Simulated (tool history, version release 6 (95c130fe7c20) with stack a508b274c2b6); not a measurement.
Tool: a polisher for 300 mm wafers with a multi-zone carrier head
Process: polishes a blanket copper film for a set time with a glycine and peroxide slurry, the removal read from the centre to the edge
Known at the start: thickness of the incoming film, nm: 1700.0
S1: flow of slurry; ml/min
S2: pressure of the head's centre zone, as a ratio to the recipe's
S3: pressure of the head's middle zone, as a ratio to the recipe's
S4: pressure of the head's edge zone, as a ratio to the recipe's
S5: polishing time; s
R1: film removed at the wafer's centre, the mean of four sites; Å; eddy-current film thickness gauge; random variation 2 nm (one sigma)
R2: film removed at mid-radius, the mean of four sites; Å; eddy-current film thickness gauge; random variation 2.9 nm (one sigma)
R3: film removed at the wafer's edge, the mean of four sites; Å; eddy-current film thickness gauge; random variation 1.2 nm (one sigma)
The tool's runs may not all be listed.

run 1 hour=0 | S1=240 S2=1 S3=1 S4=1 S5=67 | R1=2576.9 R2=2622.9 R3=2543.7
run 2 hour=1 | S1=300 S2=1 S3=1 S4=1 S5=67 | R1=2639.1 R2=2651.6 R3=2605.7
run 3 hour=5 | S1=300 S2=1 S3=1 S4=1 S5=54 | R1=2163 R2=2102.8 R3=2077
run 4 hour=13.8 | S1=300 S2=0.95 S3=1 S4=1 S5=54 | R1=2054.2 R2=2113 R3=2087.4
run 5 hour=18 | S1=295 S2=0.94 S3=1.01 S4=0.98 S5=54 | R1=1960.5 R2=2126.6 R3=2057.1
run 6 hour=26.5 | S1=295 S2=0.94 S3=1.01 S4=0.98 S5=67 | R1=2428.3 R2=2672.4 R3=2540.4
run 7 hour=35.2 | S1=295 S2=0.93 S3=1 S4=0.95 S5=64 | R1=2315.1 R2=2457.3 R3=2395.8

The next listed run, before its measurement:
run 8 hour=38.3 | S1=290 S2=0.92 S3=1.01 S4=0.92 S5=62 | R1=? R2=? R3=?

Run 8 gave R1 2218 Å, R2 2413.9 Å, R3 2310.2 Å.

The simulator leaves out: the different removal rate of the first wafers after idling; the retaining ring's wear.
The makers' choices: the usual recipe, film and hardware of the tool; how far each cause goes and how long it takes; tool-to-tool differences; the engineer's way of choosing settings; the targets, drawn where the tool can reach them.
